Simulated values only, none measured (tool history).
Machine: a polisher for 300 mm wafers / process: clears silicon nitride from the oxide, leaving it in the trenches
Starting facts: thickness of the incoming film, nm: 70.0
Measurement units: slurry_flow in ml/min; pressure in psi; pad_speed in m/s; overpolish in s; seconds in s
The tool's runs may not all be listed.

| run | hour | slurry_flow | pressure | pad_speed | overpolish | seconds |
|---|---|---|---|---|---|---|
| 1 | 0.0 | 220 | 2.6 | 1.18 | 32 | 78.241 |
| 2 | 4.2 | 220 | 2.5 | 1.18 | 32 | 81.345 |
| 3 | 11.8 | 220 | 2.9 | 1.18 | 32 | 70.711 |
| 4 | 17.8 | 220 | 2.9 | 1.18 | 34 | 70.476 |
| 5 | 26.5 | 175 | 2.9 | 1.18 | 34 | 71.256 |
| 6 | 28.6 | 175 | 2.8 | 1.18 | 34 | 75.364 |
| 7 | 30.9 | 175 | 2.7 | 1.18 | 34 | 76.829 |
| 8 | 35.4 | 175 | 2.6 | 1.18 | 34 | 79.788 |
| 9 | 36.2 | 175 | 2.5 | 1.18 | 34 | 83.078 |

Run 10 comes next. What will it give?
| 10 | 40.5 | 175 | 2.5 | 1.18 | 34 | ? |

Run 10 produced seconds 82.344 s.
